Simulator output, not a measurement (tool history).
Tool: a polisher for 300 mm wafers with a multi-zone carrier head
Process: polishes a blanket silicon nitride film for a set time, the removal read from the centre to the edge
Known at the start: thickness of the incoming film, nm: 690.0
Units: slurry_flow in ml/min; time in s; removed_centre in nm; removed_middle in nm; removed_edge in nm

run,hour,slurry_flow,centre_zone,middle_zone,edge_zone,time,removed_centre,removed_middle,removed_edge
1,0,135,1,1,1,68,118.95,119.3,115.86
2,4.8,135,1,1,0.93,68,118.55,118.99,111.72
3,6.5,140,0.99,1.02,0.98,72,121.7,127.42,123.33
4,13.7,160,0.99,1.02,0.98,72,127.68,129.49,123.9
5,19.6,160,1.02,1.02,0.98,72,131.36,127.77,125.05
6,25.4,160,1.02,1.02,0.98,85,155.9,151.89,145.14

Forecast run 7:
7,27.8,160,1,1.03,1,86,?,?,?

{"run 7": {"removed_centre": 152.98, "removed_middle": 155.74, "removed_edge": 150.77}}
